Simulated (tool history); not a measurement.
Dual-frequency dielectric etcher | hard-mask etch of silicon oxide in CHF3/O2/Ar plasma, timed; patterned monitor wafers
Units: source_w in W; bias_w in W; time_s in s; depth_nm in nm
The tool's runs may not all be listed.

run	hour	source_w	bias_w	time_s	depth_nm
1	0.0	610	193	10.5	19.584
2	4.0	610	165	10.5	19.078
3	9.0	670	168	10.5	19.498
4	12.1	670	202	10.5	20.298
5	17.4	670	202	10.5	20.248
6	19.1	670	222	10.5	20.629

Run 7 comes next. What will it give?
7	27.0	700	224	10.5	?

depth_nm: 20.904 nm

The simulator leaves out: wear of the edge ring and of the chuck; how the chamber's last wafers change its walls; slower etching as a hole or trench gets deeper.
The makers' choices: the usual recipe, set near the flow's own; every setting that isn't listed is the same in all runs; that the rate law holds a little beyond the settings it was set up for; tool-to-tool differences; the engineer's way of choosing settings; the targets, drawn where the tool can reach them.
